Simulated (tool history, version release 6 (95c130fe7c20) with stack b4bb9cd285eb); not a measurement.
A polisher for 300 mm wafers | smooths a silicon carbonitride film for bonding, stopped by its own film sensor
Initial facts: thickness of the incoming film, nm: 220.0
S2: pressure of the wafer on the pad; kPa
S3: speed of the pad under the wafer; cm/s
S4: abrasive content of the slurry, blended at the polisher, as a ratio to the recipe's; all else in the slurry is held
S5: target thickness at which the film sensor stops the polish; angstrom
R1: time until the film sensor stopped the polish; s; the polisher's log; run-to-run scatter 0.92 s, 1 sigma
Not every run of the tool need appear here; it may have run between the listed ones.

Run 1, hour 0: flow of slurry (ml/min) 195, S2 15.2 kPa, S3 114 cm/s, S4 1, S5 2070 angstrom. Result: R1 38.607 s.
Run 2, hour 1.7: flow of slurry (ml/min) 195, S2 15.2 kPa, S3 100 cm/s, S4 1, S5 2070 angstrom. Result: R1 42.939 s.
Run 3, hour 3.1: flow of slurry (ml/min) 195, S2 15.2 kPa, S3 100 cm/s, S4 1.2, S5 2070 angstrom. Result: R1 39.696 s.
Run 4, hour 3.7: flow of slurry (ml/min) 195, S2 13.1 kPa, S3 98 cm/s, S4 1.2, S5 2070 angstrom. Result: R1 45.686 s.
Run 5, hour 10.2: flow of slurry (ml/min) 195, S2 15.9 kPa, S3 98 cm/s, S4 1.2, S5 2070 angstrom. Result: R1 37.715 s.
Run 6, hour 13.1: flow of slurry (ml/min) 195, S2 13.8 kPa, S3 96 cm/s, S4 1.2, S5 2070 angstrom. Result: R1 43.608 s.
Run 7, hour 17.6: flow of slurry (ml/min) 195, S2 11.7 kPa, S3 94 cm/s, S4 1.2, S5 2070 angstrom. Result: R1 52.557 s.
Run 8, hour 26.7: flow of slurry (ml/min) 195, S2 11 kPa, S3 94 cm/s, S4 1.2, S5 2070 angstrom. Result: R1 56.54 s.

Estimate the outcome of run 9 from the log above:
Run 9, hour 28.9: flow of slurry (ml/min) 195, S2 10.3 kPa, S3 94 cm/s, S4 1.2, S5 2070 angstrom. Result: R1 ?.

{"run 9": {"R1": 59.752}}

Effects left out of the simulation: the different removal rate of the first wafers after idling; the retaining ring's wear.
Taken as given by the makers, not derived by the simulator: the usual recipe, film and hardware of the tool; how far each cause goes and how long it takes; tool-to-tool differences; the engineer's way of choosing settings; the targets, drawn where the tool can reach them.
